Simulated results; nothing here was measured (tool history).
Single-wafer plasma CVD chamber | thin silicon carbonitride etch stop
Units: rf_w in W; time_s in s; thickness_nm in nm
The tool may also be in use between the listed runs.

| run | hour | rf_w | time_s | thickness_nm |
|---|---|---|---|---|
| 1 | 0 | 260 | 9.53 | 5.6642 |
| 2 | 6 | 275 | 9.53 | 5.8023 |
| 3 | 8.7 | 260 | 9.36 | 5.5771 |
| 4 | 15.6 | 295 | 9.36 | 5.8496 |
| 5 | 20.6 | 275 | 9.2 | 5.6021 |
| 6 | 21.5 | 295 | 9.2 | 5.7445 |
| 7 | 22.5 | 275 | 9.06 | 5.4856 |

Run 8 comes next. What will it give?
| 8 | 25.3 | 260 | 8.99 | ? |

{"run 8": {"thickness_nm": 5.3576}}

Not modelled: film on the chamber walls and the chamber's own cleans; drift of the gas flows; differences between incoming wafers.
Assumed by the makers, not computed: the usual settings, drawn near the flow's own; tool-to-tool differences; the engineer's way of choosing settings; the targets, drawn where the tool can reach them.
